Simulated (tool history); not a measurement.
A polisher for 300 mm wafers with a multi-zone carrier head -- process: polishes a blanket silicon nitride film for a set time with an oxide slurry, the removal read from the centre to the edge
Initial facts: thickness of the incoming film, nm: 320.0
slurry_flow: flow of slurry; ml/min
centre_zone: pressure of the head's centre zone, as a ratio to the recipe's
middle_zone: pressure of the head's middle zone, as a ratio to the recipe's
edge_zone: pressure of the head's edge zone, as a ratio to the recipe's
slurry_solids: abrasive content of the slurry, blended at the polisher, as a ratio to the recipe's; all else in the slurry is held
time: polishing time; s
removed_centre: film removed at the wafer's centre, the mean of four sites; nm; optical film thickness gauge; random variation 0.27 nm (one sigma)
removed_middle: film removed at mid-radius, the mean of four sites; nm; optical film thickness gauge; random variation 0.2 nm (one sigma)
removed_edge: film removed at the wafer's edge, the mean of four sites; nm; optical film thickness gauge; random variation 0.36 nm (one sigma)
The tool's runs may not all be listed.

run 1 hour=0.0 | slurry_flow=275 centre_zone=1.00 middle_zone=1.00 edge_zone=1.00 slurry_solids=1.00 time=59 | removed_centre=42.983 removed_middle=43.507 removed_edge=44.189
run 2 hour=3.8 | slurry_flow=280 centre_zone=1.00 middle_zone=1.01 edge_zone=0.97 slurry_solids=0.90 time=56 | removed_centre=37.383 removed_middle=39.064 removed_edge=38.992
run 3 hour=8.1 | slurry_flow=285 centre_zone=1.02 middle_zone=1.02 edge_zone=0.94 slurry_solids=0.85 time=55 | removed_centre=37.236 removed_middle=36.953 removed_edge=35.230
run 4 hour=16.1 | slurry_flow=285 centre_zone=1.02 middle_zone=0.96 edge_zone=0.94 slurry_solids=0.85 time=55 | removed_centre=36.828 removed_middle=35.572 removed_edge=35.980
run 5 hour=22.4 | slurry_flow=290 centre_zone=1.02 middle_zone=0.97 edge_zone=0.92 slurry_solids=0.80 time=54 | removed_centre=35.272 removed_middle=34.331 removed_edge=33.538
run 6 hour=23.3 | slurry_flow=290 centre_zone=0.95 middle_zone=0.97 edge_zone=0.92 slurry_solids=0.80 time=54 | removed_centre=32.553 removed_middle=34.181 removed_edge=32.871
run 7 hour=28.4 | slurry_flow=300 centre_zone=0.95 middle_zone=0.96 edge_zone=0.90 slurry_solids=0.75 time=54 | removed_centre=31.295 removed_middle=32.111 removed_edge=31.401
run 8 hour=30.5 | slurry_flow=300 centre_zone=0.95 middle_zone=0.97 edge_zone=0.88 slurry_solids=0.70 time=54 | removed_centre=29.935 removed_middle=31.281 removed_edge=28.981
run 9 hour=34.9 | slurry_flow=300 centre_zone=0.95 middle_zone=0.97 edge_zone=0.88 slurry_solids=0.70 time=54 | removed_centre=29.587 removed_middle=30.759 removed_edge=29.663
run 10 hour=35.9 | slurry_flow=305 centre_zone=0.96 middle_zone=0.98 edge_zone=0.87 slurry_solids=0.65 time=54 | removed_centre=28.255 removed_middle=29.360 removed_edge=27.337
run 11 hour=42.2 | slurry_flow=305 centre_zone=0.96 middle_zone=0.98 edge_zone=0.86 slurry_solids=0.65 time=54 | removed_centre=27.911 removed_middle=29.327 removed_edge=26.991
run 12 hour=48.9 | slurry_flow=305 centre_zone=0.96 middle_zone=0.98 edge_zone=0.85 slurry_solids=0.65 time=54 | removed_centre=28.139 removed_middle=29.649 removed_edge=27.057
run 13 hour=57.2 | slurry_flow=305 centre_zone=0.96 middle_zone=0.98 edge_zone=0.84 slurry_solids=0.65 time=54 | removed_centre=28.116 removed_middle=29.544 removed_edge=27.735
run 14 hour=63.2 | slurry_flow=290 centre_zone=1.02 middle_zone=1.03 edge_zone=0.81 slurry_solids=0.50 time=52 | removed_centre=22.558 removed_middle=22.793 removed_edge=20.839
run 15 hour=71.1 | slurry_flow=310 centre_zone=1.01 middle_zone=1.03 edge_zone=0.82 slurry_solids=0.50 time=52 | removed_centre=22.372 removed_middle=22.978 removed_edge=20.212

Run 16 is up next; what results do you expect?
run 16 hour=73.7 | slurry_flow=325 centre_zone=1.00 middle_zone=1.01 edge_zone=0.84 slurry_solids=0.50 time=52 | removed_centre=? removed_middle=? removed_edge=?

removed_centre: 22.066 nm
removed_middle: 22.968 nm
removed_edge: 20.971 nm

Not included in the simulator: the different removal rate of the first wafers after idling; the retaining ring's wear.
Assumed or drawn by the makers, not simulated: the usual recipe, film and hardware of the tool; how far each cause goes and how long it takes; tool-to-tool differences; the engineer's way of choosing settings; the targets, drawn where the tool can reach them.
